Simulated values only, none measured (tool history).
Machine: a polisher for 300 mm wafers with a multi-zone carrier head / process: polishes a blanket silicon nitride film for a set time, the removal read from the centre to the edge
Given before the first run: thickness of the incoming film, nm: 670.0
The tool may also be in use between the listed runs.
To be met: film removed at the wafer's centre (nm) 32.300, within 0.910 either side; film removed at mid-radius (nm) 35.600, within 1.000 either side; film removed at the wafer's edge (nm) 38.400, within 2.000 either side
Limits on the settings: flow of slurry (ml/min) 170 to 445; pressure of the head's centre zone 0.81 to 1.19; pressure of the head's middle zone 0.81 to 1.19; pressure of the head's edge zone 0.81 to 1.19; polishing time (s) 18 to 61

run,hour,flow of slurry (ml/min),pressure of the head's centre zone,pressure of the head's middle zone,pressure of the head's edge zone,polishing time (s),film removed at the wafer's centre (nm),film removed at mid-radius (nm),film removed at the wafer's edge (nm)
1,0.0,285,1.00,1.00,1.00,39,82.882,75.204,75.028
2,5.1,230,1.00,1.00,1.00,39,79.140,74.762,71.657
3,7.9,230,1.00,1.00,1.00,35,71.304,65.992,65.366
4,9.8,230,1.00,1.00,1.00,42,85.620,80.778,78.743
5,14.2,170,1.00,1.00,1.00,42,80.161,76.356,74.411
# hour 20.0: centre zone pressure recalibrated
6,20.0,170,1.00,1.05,1.00,42,74.928,76.765,73.530
7,25.0,170,1.00,1.05,1.00,42,74.217,76.921,73.894
8,26.7,170,0.95,1.05,0.98,35,59.370,64.305,62.424
9,32.2,170,0.91,1.04,0.93,30,49.070,54.515,51.551
10,35.5,170,0.88,1.02,0.92,27,42.782,48.455,46.296
11,43.3,170,0.81,0.92,0.95,20,28.808,34.574,34.943
12,47.9,190,0.82,0.91,0.98,20,29.924,34.755,36.316
13,48.7,205,0.82,0.90,0.99,20,30.634,35.591,36.893
14,54.9,210,0.83,0.89,1.00,20,30.894,35.171,36.791
15,57.0,215,0.83,0.88,1.01,20,31.236,34.910,37.730
16,64.7,220,0.83,0.88,1.01,20,31.112,35.285,37.231

Consider the 4 candidate settings below. Which is the only one whose results all fall within their allowed miss of target?
A,72.4,170,0.81,0.84,1.02,21,?,?,?
B,72.4,185,0.81,0.89,0.99,20,?,?,?
C,72.4,230,0.89,0.84,1.03,19,?,?,?
D,72.4,250,0.85,0.88,1.06,20,?,?,?

move,film removed at the wafer's centre (nm),film removed at mid-radius (nm),film removed at the wafer's edge (nm)
A,30.524,34.494,37.945
B,29.638,34.304,36.049
C,32.236,32.904,35.873
D,32.816,35.787,38.619
A: its largest miss is bigger than the last run's
B: its largest miss is bigger than the last run's
C: puts the biggest miss on target and leaves a different result outside tolerance
D: all results land within tolerance of their targets
D meets every target.

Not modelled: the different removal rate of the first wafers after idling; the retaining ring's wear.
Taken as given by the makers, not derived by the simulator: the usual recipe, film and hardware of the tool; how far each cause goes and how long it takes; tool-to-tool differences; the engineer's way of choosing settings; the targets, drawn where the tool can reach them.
